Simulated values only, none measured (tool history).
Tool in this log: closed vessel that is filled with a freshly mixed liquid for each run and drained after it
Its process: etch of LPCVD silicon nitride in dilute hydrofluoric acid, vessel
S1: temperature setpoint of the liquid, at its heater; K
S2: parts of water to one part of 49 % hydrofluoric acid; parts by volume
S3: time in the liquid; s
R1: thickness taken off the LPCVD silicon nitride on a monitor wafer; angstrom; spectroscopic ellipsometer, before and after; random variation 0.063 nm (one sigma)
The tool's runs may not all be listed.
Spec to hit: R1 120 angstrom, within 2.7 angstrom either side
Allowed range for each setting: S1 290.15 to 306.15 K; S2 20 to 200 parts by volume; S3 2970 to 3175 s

Run 1, day 0: S1 298.15 K, S2 110 parts by volume, S3 2970 s. Result: R1 156.97 angstrom.
Run 2, day 0.221: S1 298.15 K, S2 85 parts by volume, S3 2970 s. Result: R1 203.98 angstrom.
Run 3, day 0.317: S1 295.65 K, S2 85 parts by volume, S3 2970 s. Result: R1 172.09 angstrom.
Run 4, day 0.396: S1 293.65 K, S2 85 parts by volume, S3 2970 s. Result: R1 150.38 angstrom.
Run 5, day 0.754: S1 292.65 K, S2 85 parts by volume, S3 2970 s. Result: R1 140.86 angstrom.
Run 6, day 1.029: S1 292.65 K, S2 85 parts by volume, S3 2970 s. Result: R1 140.59 angstrom.
Run 7, day 1.317: S1 291.65 K, S2 85 parts by volume, S3 2970 s. Result: R1 132.03 angstrom.
Run 8, day 1.679: S1 291.15 K, S2 85 parts by volume, S3 2970 s. Result: R1 126.22 angstrom.

Exactly one of the 4 candidate moves below puts every result within its allowed miss. Which one?
Run A, day 2.042: S1 291.65 K, S2 90 parts by volume, S3 3035 s. Result: R1 ?.
Run B, day 2.042: S1 292.15 K, S2 95 parts by volume, S3 3055 s. Result: R1 ?.
Run C, day 2.042: S1 291.15 K, S2 95 parts by volume, S3 3115 s. Result: R1 ?.
Run D, day 2.042: S1 290.15 K, S2 75 parts by volume, S3 2970 s. Result: R1 ?.

move      R1
   A   126.9
   B  125.45
   C  119.38
   D  133.51
A: moves away from the targets compared with the last run
B: better than the last run, though not everything is in spec
C: meets every target
D: moves away from the targets compared with the last run
Answer: C
